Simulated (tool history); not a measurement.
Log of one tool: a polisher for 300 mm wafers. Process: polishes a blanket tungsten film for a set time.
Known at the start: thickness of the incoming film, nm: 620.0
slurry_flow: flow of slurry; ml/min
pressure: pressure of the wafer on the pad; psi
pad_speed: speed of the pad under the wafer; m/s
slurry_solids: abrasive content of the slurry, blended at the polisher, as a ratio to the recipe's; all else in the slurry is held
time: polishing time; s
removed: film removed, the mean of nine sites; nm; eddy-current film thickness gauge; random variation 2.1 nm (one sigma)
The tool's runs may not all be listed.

{"run": 1, "hour": 0.0, "slurry_flow": 185, "pressure": 4.7, "pad_speed": 1.38, "slurry_solids": 1.0, "time": 16, "removed": 107.02}
{"run": 2, "hour": 6.5, "slurry_flow": 185, "pressure": 4.7, "pad_speed": 1.22, "slurry_solids": 1.0, "time": 16, "removed": 100.58}
{"run": 3, "hour": 8.5, "slurry_flow": 185, "pressure": 5.4, "pad_speed": 1.24, "slurry_solids": 1.0, "time": 16, "removed": 115.83}
{"run": 4, "hour": 13.4, "slurry_flow": 185, "pressure": 5.9, "pad_speed": 1.26, "slurry_solids": 1.0, "time": 16, "removed": 125.28}
{"run": 5, "hour": 17.9, "slurry_flow": 185, "pressure": 6.3, "pad_speed": 1.3, "slurry_solids": 1.0, "time": 16, "removed": 137.57}
{"run": 6, "hour": 20.6, "slurry_flow": 185, "pressure": 6.3, "pad_speed": 1.6, "slurry_solids": 1.0, "time": 16, "removed": 163.7}
{"run": 7, "hour": 22.1, "slurry_flow": 185, "pressure": 6.3, "pad_speed": 1.6, "slurry_solids": 1.0, "time": 16, "removed": 162.2}

The next listed run, before its measurement:
{"run": 8, "hour": 25.5, "slurry_flow": 185, "pressure": 6.3, "pad_speed": 1.6, "slurry_solids": 1.0, "time": 16, "removed": "?"}

{"run 8": {"removed": 160.28}}
